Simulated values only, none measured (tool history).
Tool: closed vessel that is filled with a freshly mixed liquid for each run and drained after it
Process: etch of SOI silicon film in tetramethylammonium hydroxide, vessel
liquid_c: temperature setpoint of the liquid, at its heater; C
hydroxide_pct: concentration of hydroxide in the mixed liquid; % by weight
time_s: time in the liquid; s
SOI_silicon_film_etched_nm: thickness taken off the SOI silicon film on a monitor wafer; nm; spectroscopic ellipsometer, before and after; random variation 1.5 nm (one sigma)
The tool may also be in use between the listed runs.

| run | day | liquid_c | hydroxide_pct | time_s | SOI_silicon_film_etched_nm |
|---|---|---|---|---|---|
| 1 | 0.000 | 59.0 | 14.0 | 105 | 348.63 |
| 2 | 0.133 | 54.5 | 14.0 | 105 | 259.58 |
| 3 | 0.358 | 54.5 | 11.5 | 105 | 280.06 |
| 4 | 0.675 | 54.5 | 10.0 | 105 | 296.09 |
| 5 | 0.908 | 54.5 | 11.0 | 105 | 284.27 |
| 6 | 1.000 | 58.5 | 11.0 | 105 | 373.97 |
| 7 | 1.292 | 57.0 | 11.0 | 105 | 337.80 |

The next listed run, before its measurement:
| 8 | 1.625 | 56.0 | 11.0 | 105 | ? |

{"run 8": {"SOI_silicon_film_etched_nm": 319.95}}
